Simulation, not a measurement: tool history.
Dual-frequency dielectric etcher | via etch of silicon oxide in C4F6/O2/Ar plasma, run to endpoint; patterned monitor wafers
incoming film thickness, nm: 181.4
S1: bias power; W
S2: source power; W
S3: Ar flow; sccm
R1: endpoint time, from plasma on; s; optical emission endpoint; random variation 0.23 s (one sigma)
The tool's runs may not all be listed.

run  hour   S1   S2   S3      R1
  1   0.0  566  280  366  39.721
  2   4.7  566  280  319  39.252
  3   7.6  566  280  381  40.200
  4   8.9  605  290  379  38.135
  5  12.6  605  290  413  38.767
  6  15.0  567  290  413  39.966
  7  19.0  602  290  412  38.137

Run 8 comes next. What will it give?
  8  24.2  621  290  412   ?

{"run 8": {"R1": 38.102}}
